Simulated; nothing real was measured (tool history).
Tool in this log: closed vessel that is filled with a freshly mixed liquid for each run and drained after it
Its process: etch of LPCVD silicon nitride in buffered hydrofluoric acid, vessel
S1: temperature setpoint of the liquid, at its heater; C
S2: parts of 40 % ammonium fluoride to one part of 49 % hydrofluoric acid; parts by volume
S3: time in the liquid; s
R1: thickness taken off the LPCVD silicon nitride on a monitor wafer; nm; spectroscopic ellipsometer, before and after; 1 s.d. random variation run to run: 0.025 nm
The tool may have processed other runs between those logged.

{"run": 1, "day": 0.0, "S1": 24, "S2": 20, "S3": 870, "R1": 5.5977}
{"run": 2, "day": 0.175, "S1": 24, "S2": 23, "S3": 870, "R1": 5.0554}
{"run": 3, "day": 0.458, "S1": 23, "S2": 23, "S3": 870, "R1": 4.7043}
{"run": 4, "day": 0.733, "S1": 22.5, "S2": 23, "S3": 870, "R1": 4.6478}
{"run": 5, "day": 0.967, "S1": 22.5, "S2": 23, "S3": 665, "R1": 3.5536}
{"run": 6, "day": 1.138, "S1": 23, "S2": 23, "S3": 665, "R1": 3.6522}
{"run": 7, "day": 1.304, "S1": 24, "S2": 23, "S3": 665, "R1": 3.8677}

What does the tool deliver on the next run?
{"run": 8, "day": 1.446, "S1": 25, "S2": 23, "S3": 665, "R1": "?"}

R1: 4.0844 nm
